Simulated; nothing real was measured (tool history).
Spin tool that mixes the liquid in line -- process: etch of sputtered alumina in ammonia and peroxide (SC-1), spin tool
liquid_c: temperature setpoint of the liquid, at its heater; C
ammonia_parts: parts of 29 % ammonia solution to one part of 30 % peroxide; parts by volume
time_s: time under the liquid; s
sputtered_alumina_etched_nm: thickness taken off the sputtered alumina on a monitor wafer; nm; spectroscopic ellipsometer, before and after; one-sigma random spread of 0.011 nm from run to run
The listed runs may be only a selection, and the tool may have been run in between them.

run,hour,liquid_c,ammonia_parts,time_s,sputtered_alumina_etched_nm
1,0.0,56.0,0.65,65,4.0644
2,5.5,52.0,0.65,65,3.2796
3,13.4,52.0,0.65,45,2.2849
4,21.0,52.0,0.75,45,2.3294
5,21.9,52.0,0.75,65,3.3522
6,26.4,49.5,0.75,65,2.9037
7,27.9,47.5,0.75,65,2.6260
8,34.5,46.0,0.75,65,2.3985

Run 9 is up next; what results do you expect?
9,39.9,45.0,0.75,65,?

{"run 9": {"sputtered_alumina_etched_nm": 2.2675}}

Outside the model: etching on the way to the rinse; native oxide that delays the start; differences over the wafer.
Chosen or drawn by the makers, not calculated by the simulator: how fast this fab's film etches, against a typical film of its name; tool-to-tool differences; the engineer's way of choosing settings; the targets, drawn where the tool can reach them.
